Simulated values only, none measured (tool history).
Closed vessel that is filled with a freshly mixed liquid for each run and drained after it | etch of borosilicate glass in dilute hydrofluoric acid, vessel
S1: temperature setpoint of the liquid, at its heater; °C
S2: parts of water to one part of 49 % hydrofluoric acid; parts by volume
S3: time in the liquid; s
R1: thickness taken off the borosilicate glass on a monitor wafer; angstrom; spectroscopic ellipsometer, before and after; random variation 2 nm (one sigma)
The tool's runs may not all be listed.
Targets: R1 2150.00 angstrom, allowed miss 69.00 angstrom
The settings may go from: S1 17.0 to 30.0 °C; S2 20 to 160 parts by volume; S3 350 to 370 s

{"run": 1, "hour": 0.0, "S1": 22.0, "S2": 90, "S3": 350, "R1": 937.69}
{"run": 2, "hour": 1.3, "S1": 23.0, "S2": 85, "S3": 350, "R1": 1046.5}
{"run": 3, "hour": 8.6, "S1": 23.0, "S2": 85, "S3": 350, "R1": 1043.1}
{"run": 4, "hour": 16.2, "S1": 23.0, "S2": 75, "S3": 350, "R1": 1214.6}
{"run": 5, "hour": 23.1, "S1": 26.5, "S2": 75, "S3": 350, "R1": 1387.1}
{"run": 6, "hour": 31.2, "S1": 26.5, "S2": 75, "S3": 370, "R1": 1448.1}
{"run": 7, "hour": 32.0, "S1": 27.0, "S2": 70, "S3": 370, "R1": 1596.4}
{"run": 8, "hour": 34.3, "S1": 27.5, "S2": 70, "S3": 370, "R1": 1617.0}
{"run": 9, "hour": 35.4, "S1": 28.0, "S2": 70, "S3": 370, "R1": 1656.0}
{"run": 10, "hour": 40.8, "S1": 29.0, "S2": 60, "S3": 370, "R1": 2023.5}
{"run": 11, "hour": 44.7, "S1": 29.5, "S2": 60, "S3": 370, "R1": 2076.4}

4 next moves are on the table. One of them brings every result within its allowed miss. Which?
{"run": "A", "hour": 48.6, "S1": 29.5, "S2": 55, "S3": 370, "R1": "?"}
{"run": "B", "hour": 48.6, "S1": 30.0, "S2": 60, "S3": 370, "R1": "?"}
{"run": "C", "hour": 48.6, "S1": 30.0, "S2": 65, "S3": 365, "R1": "?"}
{"run": "D", "hour": 48.6, "S1": 30.0, "S2": 65, "S3": 350, "R1": "?"}

move=A R1=2283.10
move=B R1=2118.10
move=C R1=1914.30
move=D R1=1835.60
A: takes the result that was furthest off past its target
B: meets every target
C: further off than the last run
D: further off than the last run
The right move is B.
